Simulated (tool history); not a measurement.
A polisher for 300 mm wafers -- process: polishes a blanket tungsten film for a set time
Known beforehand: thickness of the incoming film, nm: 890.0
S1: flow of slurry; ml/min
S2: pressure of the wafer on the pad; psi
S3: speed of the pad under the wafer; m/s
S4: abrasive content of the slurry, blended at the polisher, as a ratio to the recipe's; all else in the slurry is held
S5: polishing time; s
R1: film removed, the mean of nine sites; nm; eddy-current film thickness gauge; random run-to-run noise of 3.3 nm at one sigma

Run 1, hour 0: S1 165 ml/min, S2 2.7 psi, S3 1.02 m/s, S4 1, S5 57 s. Result: R1 205.66 nm.
Run 2, hour 1.7: S1 165 ml/min, S2 2.7 psi, S3 1.02 m/s, S4 1, S5 57 s. Result: R1 199.1 nm.
Run 3, hour 8.9: S1 165 ml/min, S2 2.7 psi, S3 1.02 m/s, S4 1, S5 59 s. Result: R1 211.48 nm.
Run 4, hour 17: S1 170 ml/min, S2 2.9 psi, S3 1.02 m/s, S4 1, S5 59 s. Result: R1 222.94 nm.
Run 5, hour 18.7: S1 210 ml/min, S2 2.9 psi, S3 1.02 m/s, S4 1, S5 59 s. Result: R1 235.55 nm.
Run 6, hour 27.7: S1 210 ml/min, S2 3.1 psi, S3 1.02 m/s, S4 1, S5 59 s. Result: R1 245.7 nm.

Run 7 has not been measured yet. What should we expect?
Run 7, hour 34.3: S1 210 ml/min, S2 3.3 psi, S3 1.02 m/s, S4 1, S5 59 s. Result: R1 ?.

Run 7 measured R1 260.93 nm.
